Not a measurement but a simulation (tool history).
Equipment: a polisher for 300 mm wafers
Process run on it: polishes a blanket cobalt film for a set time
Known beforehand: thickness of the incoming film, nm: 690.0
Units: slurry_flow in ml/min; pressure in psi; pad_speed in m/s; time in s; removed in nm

| run | hour | slurry_flow | pressure | pad_speed | time | removed |
|---|---|---|---|---|---|---|
| 1 | 0.0 | 195 | 2.2 | 0.80 | 41 | 185.39 |
| 2 | 6.8 | 175 | 2.2 | 0.80 | 41 | 178.98 |
| 3 | 15.5 | 175 | 2.2 | 0.80 | 38 | 170.87 |
| 4 | 18.8 | 145 | 2.2 | 0.80 | 38 | 163.98 |
| 5 | 24.3 | 145 | 2.2 | 0.68 | 38 | 145.06 |
| 6 | 31.8 | 145 | 2.2 | 0.68 | 41 | 150.21 |

Run 7, settings as shown, results not yet in. Your forecast:
| 7 | 33.6 | 155 | 2.6 | 0.70 | 41 | ? |

{"run 7": {"removed": 187.05}}

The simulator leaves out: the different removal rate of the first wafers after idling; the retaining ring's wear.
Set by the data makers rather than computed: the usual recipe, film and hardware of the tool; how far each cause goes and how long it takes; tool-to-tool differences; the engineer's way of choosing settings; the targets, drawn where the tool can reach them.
